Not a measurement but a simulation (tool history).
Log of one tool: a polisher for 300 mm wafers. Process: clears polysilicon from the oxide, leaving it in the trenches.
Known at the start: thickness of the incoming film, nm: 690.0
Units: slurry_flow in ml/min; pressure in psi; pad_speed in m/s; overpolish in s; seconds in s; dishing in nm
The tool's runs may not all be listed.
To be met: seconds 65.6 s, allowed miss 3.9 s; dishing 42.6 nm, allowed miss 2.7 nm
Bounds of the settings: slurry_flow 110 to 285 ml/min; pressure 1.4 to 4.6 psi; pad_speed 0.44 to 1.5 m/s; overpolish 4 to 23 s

| run | hour | slurry_flow | pressure | pad_speed | overpolish | seconds | dishing |
|---|---|---|---|---|---|---|---|
| 1 | 0 | 180 | 3 | 0.96 | 12 | 46.057 | 44.169 |
| 2 | 2.1 | 180 | 2.9 | 0.96 | 12 | 47.68 | 42.749 |
| 3 | 7.4 | 180 | 2.8 | 0.94 | 13 | 50.161 | 44.639 |
| 4 | 13.1 | 180 | 3.1 | 0.94 | 13 | 45.443 | 43.438 |
| 5 | 18.2 | 180 | 2.5 | 0.94 | 13 | 54.708 | 44.106 |
| 6 | 26.2 | 165 | 2.5 | 0.94 | 13 | 55.986 | 41.398 |
| 7 | 31.2 | 165 | 2.4 | 0.94 | 13 | 56.028 | 42.143 |
| 8 | 31.7 | 165 | 2.3 | 0.94 | 13 | 57.791 | 41.861 |

Which of these 5 next moves meets every target?
| A | 32.2 | 140 | 2.3 | 0.86 | 16 | ? | ? |
| B | 32.2 | 250 | 1.9 | 0.78 | 12 | ? | ? |
| C | 32.2 | 135 | 2.6 | 0.94 | 10 | ? | ? |
| D | 32.2 | 280 | 2.1 | 1.14 | 12 | ? | ? |
| E | 32.2 | 110 | 2.1 | 1.04 | 7 | ? | ? |

| move | seconds | dishing |
|---|---|---|
| A | 64.409 | 43.186 |
| B | 75.755 | 40.552 |
| C | 54.215 | 41.731 |
| D | 48.356 | 43.183 |
| E | 59.279 | 37.409 |
A: meets every target
B: takes the result that was furthest off past its target
C: further off than the last run
D: further off than the last run
E: as far off as the last run
Answer: A
